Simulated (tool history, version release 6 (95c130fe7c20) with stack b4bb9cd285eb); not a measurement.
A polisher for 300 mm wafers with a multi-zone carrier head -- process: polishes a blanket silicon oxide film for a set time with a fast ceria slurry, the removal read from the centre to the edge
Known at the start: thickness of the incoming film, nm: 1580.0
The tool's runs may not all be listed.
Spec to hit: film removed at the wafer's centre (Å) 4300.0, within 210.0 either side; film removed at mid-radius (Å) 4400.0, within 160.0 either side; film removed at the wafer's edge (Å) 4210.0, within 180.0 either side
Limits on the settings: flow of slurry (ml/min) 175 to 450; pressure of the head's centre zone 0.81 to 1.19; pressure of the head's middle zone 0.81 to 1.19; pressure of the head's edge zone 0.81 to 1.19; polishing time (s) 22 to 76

run	hour	flow of slurry (ml/min)	pressure of the head's centre zone	pressure of the head's middle zone	pressure of the head's edge zone	polishing time (s)	film removed at the wafer's centre (Å)	film removed at mid-radius (Å)	film removed at the wafer's edge (Å)
1	0.0	290	1.00	1.00	1.00	49	3252.7	3210.2	3247.1
2	7.2	290	1.00	1.00	1.05	49	3244.0	3193.1	3304.1
3	14.1	290	1.00	1.00	1.05	56	3716.6	3735.2	3789.3
4	19.1	290	1.00	1.00	0.98	56	3673.6	3659.2	3729.2
5	26.0	290	1.00	1.01	0.98	57	3698.7	3761.6	3891.6
6	35.0	290	1.04	1.01	0.98	57	3903.4	3784.8	3778.3
7	39.5	290	1.04	1.02	0.98	57	3819.3	3775.5	3732.2
8	46.7	290	1.04	1.02	0.98	58	3985.2	3840.4	3878.5
9	49.9	290	1.04	1.03	0.98	58	3939.7	3944.7	3963.7
10	51.7	295	1.05	1.04	0.98	58	3959.1	4002.3	3865.7
11	55.9	300	1.05	1.04	0.99	60	4010.7	4106.7	4012.2

Pick the move, out of 5, that brings all results within their allowed miss; only one does.
A	60.1	350	1.05	1.08	0.99	62	?	?	?
B	60.1	305	1.12	0.95	0.98	63	?	?	?
C	60.1	210	1.09	0.88	1.06	70	?	?	?
D	60.1	255	1.04	0.86	0.91	71	?	?	?
E	60.1	220	1.18	1.06	0.95	67	?	?	?

move	film removed at the wafer's centre (Å)	film removed at mid-radius (Å)	film removed at the wafer's edge (Å)
A	4318.2	4340.3	4264.2
B	4612.7	3905.4	4277.6
C	4736.0	3889.3	4775.5
D	4717.2	3975.4	4592.6
E	4953.7	4380.4	4346.3
A: in spec on every target
B: misses by more than the last run did
C: misses by more than the last run did
D: misses by more than the last run did
E: brings the result that was furthest off to its target, and leaves another outside
Move A is the one to make.
